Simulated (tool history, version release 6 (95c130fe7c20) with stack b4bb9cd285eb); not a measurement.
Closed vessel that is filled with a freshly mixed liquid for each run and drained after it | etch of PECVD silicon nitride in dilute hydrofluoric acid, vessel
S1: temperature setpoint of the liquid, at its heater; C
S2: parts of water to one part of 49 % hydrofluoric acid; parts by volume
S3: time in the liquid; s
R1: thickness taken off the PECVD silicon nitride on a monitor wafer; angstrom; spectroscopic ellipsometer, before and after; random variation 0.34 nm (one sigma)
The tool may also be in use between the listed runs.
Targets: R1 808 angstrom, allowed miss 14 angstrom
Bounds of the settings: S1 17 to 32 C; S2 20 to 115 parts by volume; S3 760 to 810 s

run  hour    S1  S2   S3      R1
  1     0    24  65  760  575.97
  2   6.3  24.5  65  760  591.03
  3   9.5  24.5  55  760  696.55
  4    13  24.5  55  810  745.77
  5  16.8  24.5  40  810    1025
  6  19.6    24  40  810  987.95
  7  26.3  23.5  40  810  956.04
  8  28.7    23  40  810   924.8
  9  33.4  20.5  40  810  774.89

5 next moves are on the table. One of them brings every result within its allowed miss. Which?
  A  38.1  19.5  35  800   ?
  B  38.1  20.5  35  760   ?
  C  38.1  23.5  45  810   ?
  D  38.1  18.5  30  760   ?
  E  38.1    22  40  790   ?

move      R1
   A  810.38
   B  825.64
   C  847.32
   D  832.29
   E  836.56
A: meets every target
B: takes the result that was furthest off past its target
C: takes the result that was furthest off past its target
D: takes the result that was furthest off past its target
E: takes the result that was furthest off past its target
The right move is A.

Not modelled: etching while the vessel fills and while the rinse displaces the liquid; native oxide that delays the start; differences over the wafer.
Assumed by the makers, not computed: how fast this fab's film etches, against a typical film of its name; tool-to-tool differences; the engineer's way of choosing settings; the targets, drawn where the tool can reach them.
